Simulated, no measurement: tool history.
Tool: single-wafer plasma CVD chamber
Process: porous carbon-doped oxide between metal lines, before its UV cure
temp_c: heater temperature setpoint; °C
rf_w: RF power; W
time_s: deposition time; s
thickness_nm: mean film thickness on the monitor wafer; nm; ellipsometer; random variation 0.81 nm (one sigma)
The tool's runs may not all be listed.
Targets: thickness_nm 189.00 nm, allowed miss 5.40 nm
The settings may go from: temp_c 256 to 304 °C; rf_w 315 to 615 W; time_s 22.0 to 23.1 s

| run | day | temp_c | rf_w | time_s | thickness_nm |
|---|---|---|---|---|---|
| 1 | 0.000 | 280 | 465 | 23.1 | 140.63 |
| 2 | 0.038 | 284 | 465 | 23.1 | 137.39 |
| 3 | 0.233 | 277 | 465 | 23.1 | 145.00 |
| 4 | 0.571 | 277 | 400 | 23.1 | 128.37 |
| 5 | 0.838 | 273 | 430 | 23.1 | 140.24 |
| 6 | 0.900 | 273 | 430 | 22.0 | 133.90 |
| 7 | 0.975 | 270 | 460 | 22.2 | 145.75 |
| 8 | 1.338 | 268 | 480 | 22.3 | 153.52 |
| 9 | 1.379 | 266 | 495 | 22.4 | 159.96 |
| 10 | 1.567 | 264 | 510 | 22.5 | 164.65 |
| 11 | 1.808 | 263 | 525 | 22.6 | 170.37 |
| 12 | 2.075 | 262 | 535 | 22.7 | 174.21 |

Which of these 5 next moves meets every target?
| A | 2.342 | 258 | 550 | 23.1 | ? |
| B | 2.342 | 263 | 525 | 23.1 | ? |
| C | 2.342 | 269 | 575 | 23.1 | ? |
| D | 2.342 | 259 | 520 | 23.1 | ? |
| E | 2.342 | 262 | 460 | 22.0 | ? |

| move | thickness_nm |
|---|---|
| A | 185.79 |
| B | 173.17 |
| C | 175.51 |
| D | 177.59 |
| E | 152.40 |
A: meets every target
B: further off than the last run
C: nearer than the last run, and not there yet
D: nearer than the last run, and not there yet
E: further off than the last run
The right move is A.
